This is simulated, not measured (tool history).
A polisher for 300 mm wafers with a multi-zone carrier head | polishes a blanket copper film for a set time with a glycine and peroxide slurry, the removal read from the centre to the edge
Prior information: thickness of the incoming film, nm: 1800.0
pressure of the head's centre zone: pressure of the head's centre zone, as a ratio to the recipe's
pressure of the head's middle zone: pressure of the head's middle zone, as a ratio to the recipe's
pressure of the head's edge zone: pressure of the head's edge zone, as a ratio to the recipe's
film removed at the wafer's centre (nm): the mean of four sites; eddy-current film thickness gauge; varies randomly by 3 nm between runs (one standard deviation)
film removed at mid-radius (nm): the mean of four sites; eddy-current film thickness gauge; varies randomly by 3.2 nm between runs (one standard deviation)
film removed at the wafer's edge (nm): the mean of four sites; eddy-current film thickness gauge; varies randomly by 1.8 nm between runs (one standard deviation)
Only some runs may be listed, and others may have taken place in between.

run	hour	flow of slurry (ml/min)	pressure of the head's centre zone	pressure of the head's middle zone	pressure of the head's edge zone	polishing time (s)	film removed at the wafer's centre (nm)	film removed at mid-radius (nm)	film removed at the wafer's edge (nm)
1	0	125	1	1	1	55	344.16	358.71	339.35
2	7.6	125	0.94	1	1	55	330.54	356.11	337.58
3	8.6	125	0.94	0.96	1	55	333.51	343.87	337.68
4	15.9	95	0.94	0.96	1	55	318.71	331.99	329.76
5	22.6	95	0.92	0.98	0.96	54	302.3	328.9	314.34
6	28.9	95	0.91	0.99	0.92	53	293.27	325.59	306.87
# hour 37.6: edge zone pressure recalibrated
7	37.6	95	0.91	1	0.9	52	286.76	323.13	312.79
8	44.9	95	0.94	1.03	0.95	50	285.18	320.64	305.74

Run 9 is up next; what results do you expect?
9	50.6	115	0.94	1.04	0.91	48	?	?	?

film removed at the wafer's centre (nm): 285.52
film removed at mid-radius (nm): 318.04
film removed at the wafer's edge (nm): 293.63
